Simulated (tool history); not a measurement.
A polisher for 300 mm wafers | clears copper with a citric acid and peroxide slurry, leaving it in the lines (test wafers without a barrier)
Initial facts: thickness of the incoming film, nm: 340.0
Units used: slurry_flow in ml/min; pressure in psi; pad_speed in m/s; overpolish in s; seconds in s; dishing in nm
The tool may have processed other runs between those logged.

run,hour,slurry_flow,pressure,pad_speed,slurry_solids,overpolish,seconds,dishing
1,0,270,3.8,0.9,1,27,154.12,15.501
2,0.8,260,3.4,0.82,0.95,23,196.13,14.598
3,9.2,270,3.1,0.74,1,20,227.44,12.998
4,10.7,270,3.1,0.74,1,13,229.34,10.421
5,16.8,270,3.9,0.74,1,13,182.22,11.802
6,22.8,270,3.9,0.74,1,8,186.08,8.8971

Run 7 is up next; what results do you expect?
7,30,260,2.9,0.48,0.95,12,?,?

Run 7 came out at seconds 355.72 s, dishing 7.4201 nm.

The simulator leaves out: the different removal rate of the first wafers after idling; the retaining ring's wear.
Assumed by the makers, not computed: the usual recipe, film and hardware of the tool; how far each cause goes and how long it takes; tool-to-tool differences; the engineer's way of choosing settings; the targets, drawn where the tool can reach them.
